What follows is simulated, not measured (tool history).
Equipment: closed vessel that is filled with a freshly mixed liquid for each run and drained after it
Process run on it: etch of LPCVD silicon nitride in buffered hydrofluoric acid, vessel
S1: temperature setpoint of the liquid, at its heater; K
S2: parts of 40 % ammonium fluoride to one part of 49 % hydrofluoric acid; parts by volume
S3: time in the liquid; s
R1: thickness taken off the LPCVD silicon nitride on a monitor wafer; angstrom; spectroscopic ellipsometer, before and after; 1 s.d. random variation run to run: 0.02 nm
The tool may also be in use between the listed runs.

{"run": 1, "hour": 0.0, "S1": 296.15, "S2": 12.0, "S3": 205, "R1": 22.149}
{"run": 2, "hour": 8.3, "S1": 296.15, "S2": 9.0, "S3": 205, "R1": 28.519}
{"run": 3, "hour": 14.1, "S1": 295.65, "S2": 9.0, "S3": 205, "R1": 27.337}
{"run": 4, "hour": 16.6, "S1": 295.15, "S2": 9.0, "S3": 205, "R1": 26.731}
{"run": 5, "hour": 22.8, "S1": 296.65, "S2": 9.0, "S3": 205, "R1": 29.064}
{"run": 6, "hour": 24.8, "S1": 296.65, "S2": 11.5, "S3": 205, "R1": 23.501}
{"hour": 25.4, "done": "hydrofluoric acid flow meter replaced"}
{"run": 7, "hour": 25.4, "S1": 297.15, "S2": 11.5, "S3": 205, "R1": 22.585}

For run 8, what comes out?
{"run": 8, "hour": 27.7, "S1": 298.15, "S2": 11.5, "S3": 205, "R1": "?"}

R1: 23.701 angstrom
